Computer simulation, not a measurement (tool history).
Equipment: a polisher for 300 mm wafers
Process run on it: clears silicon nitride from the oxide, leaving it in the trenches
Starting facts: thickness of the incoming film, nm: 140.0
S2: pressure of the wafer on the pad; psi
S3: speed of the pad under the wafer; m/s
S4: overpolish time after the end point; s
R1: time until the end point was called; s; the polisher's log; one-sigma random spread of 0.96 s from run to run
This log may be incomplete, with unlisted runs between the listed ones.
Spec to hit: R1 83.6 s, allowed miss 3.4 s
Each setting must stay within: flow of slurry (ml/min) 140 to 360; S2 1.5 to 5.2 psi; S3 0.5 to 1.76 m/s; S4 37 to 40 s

{"run": 1, "hour": 0.0, "flow of slurry (ml/min)": 230, "S2": 3.3, "S3": 1.12, "S4": 37, "R1": 134.44}
{"run": 2, "hour": 7.1, "flow of slurry (ml/min)": 230, "S2": 3.3, "S3": 0.96, "S4": 37, "R1": 150.8}
{"run": 3, "hour": 13.5, "flow of slurry (ml/min)": 185, "S2": 3.3, "S3": 0.96, "S4": 37, "R1": 155.7}
{"run": 4, "hour": 22.6, "flow of slurry (ml/min)": 235, "S2": 3.3, "S3": 0.96, "S4": 37, "R1": 153.38}
{"run": 5, "hour": 23.2, "flow of slurry (ml/min)": 290, "S2": 3.3, "S3": 0.96, "S4": 37, "R1": 145.39}
{"run": 6, "hour": 25.3, "flow of slurry (ml/min)": 290, "S2": 3.3, "S3": 0.96, "S4": 40, "R1": 147.04}
{"run": 7, "hour": 29.1, "flow of slurry (ml/min)": 290, "S2": 3.3, "S3": 0.96, "S4": 40, "R1": 148.19}
{"run": 8, "hour": 36.7, "flow of slurry (ml/min)": 290, "S2": 4.3, "S3": 1, "S4": 40, "R1": 110.56}
{"run": 9, "hour": 40.8, "flow of slurry (ml/min)": 290, "S2": 4.5, "S3": 1.02, "S4": 40, "R1": 103.83}
{"run": 10, "hour": 43.1, "flow of slurry (ml/min)": 290, "S2": 5.2, "S3": 1.06, "S4": 40, "R1": 87.587}
{"run": 11, "hour": 48.9, "flow of slurry (ml/min)": 290, "S2": 5.2, "S3": 1.06, "S4": 40, "R1": 87.272}

Exercise: of the 4 proposed moves below, exactly one satisfies all targets within the stated allowed misses. Which move is it?
{"run": "A", "hour": 54.7, "flow of slurry (ml/min)": 305, "S2": 5.2, "S3": 0.96, "S4": 39, "R1": "?"}
{"run": "B", "hour": 54.7, "flow of slurry (ml/min)": 290, "S2": 4.8, "S3": 1.06, "S4": 40, "R1": "?"}
{"run": "C", "hour": 54.7, "flow of slurry (ml/min)": 310, "S2": 5.1, "S3": 1.04, "S4": 37, "R1": "?"}
{"run": "D", "hour": 54.7, "flow of slurry (ml/min)": 305, "S2": 5.2, "S3": 1.1, "S4": 37, "R1": "?"}

move=A R1=93.511
move=B R1=93.738
move=C R1=89.156
move=D R1=83.646
A: moves away from the targets compared with the last run
B: moves away from the targets compared with the last run
C: moves away from the targets compared with the last run
D: each result inside its tolerance
Correct choice: D, which meets every target

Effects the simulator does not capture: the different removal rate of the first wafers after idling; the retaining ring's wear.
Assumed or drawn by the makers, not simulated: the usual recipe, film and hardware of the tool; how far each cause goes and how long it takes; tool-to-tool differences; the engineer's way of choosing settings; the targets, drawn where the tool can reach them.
